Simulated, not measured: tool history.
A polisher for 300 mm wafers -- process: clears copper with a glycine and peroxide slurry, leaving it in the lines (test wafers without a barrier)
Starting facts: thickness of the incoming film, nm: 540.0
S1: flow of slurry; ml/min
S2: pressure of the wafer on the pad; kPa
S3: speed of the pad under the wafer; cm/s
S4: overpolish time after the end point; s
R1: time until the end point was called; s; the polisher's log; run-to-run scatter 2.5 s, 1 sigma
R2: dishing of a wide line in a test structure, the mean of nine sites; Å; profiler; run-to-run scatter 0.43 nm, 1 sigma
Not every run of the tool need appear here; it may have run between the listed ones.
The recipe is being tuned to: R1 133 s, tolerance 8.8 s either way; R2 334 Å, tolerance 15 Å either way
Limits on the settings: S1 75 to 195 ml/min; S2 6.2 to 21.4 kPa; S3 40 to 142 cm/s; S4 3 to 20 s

run    day   S1    S2  S3  S4      R1      R2
  1      0  125  13.8  90  10  173.54  243.53
  2  0.071  125  10.3  90  10  204.07  213.86
  3  0.242  130  12.4  92  10  176.49  238.72
  4  0.342  130  15.2  92  10   157.7  267.22
  5  0.646  135  15.9  92  10  157.98  262.78
  6  0.708  135  16.5  94  10  155.17  282.14
  7  1.025  135  17.9  96  10  144.53  295.27
  8  1.054  135  18.6  96  10  136.62  301.46

Pick the move, out of 5, that brings all results within their allowed miss; only one does.
  A  1.083  135  17.9  84  13   ?   ?
  B  1.083  150    20  92  11   ?   ?
  C  1.083  145  15.9  94  11   ?   ?
  D  1.083  110    20  82  11   ?   ?
  E  1.083  150  15.9  84  13   ?   ?

move      R1      R2
   A  163.64  342.52
   B  139.76  338.96
   C  159.11  302.98
   D  162.66  298.38
   E  172.47  327.49
A: the worst result of the last run now meets its target, but another is out of spec
B: every result lands within tolerance
C: its largest miss is bigger than the last run's
D: its largest miss is bigger than the last run's
E: the worst result of the last run now meets its target, but another is out of spec
So the answer is move B, the one that meets all the targets.
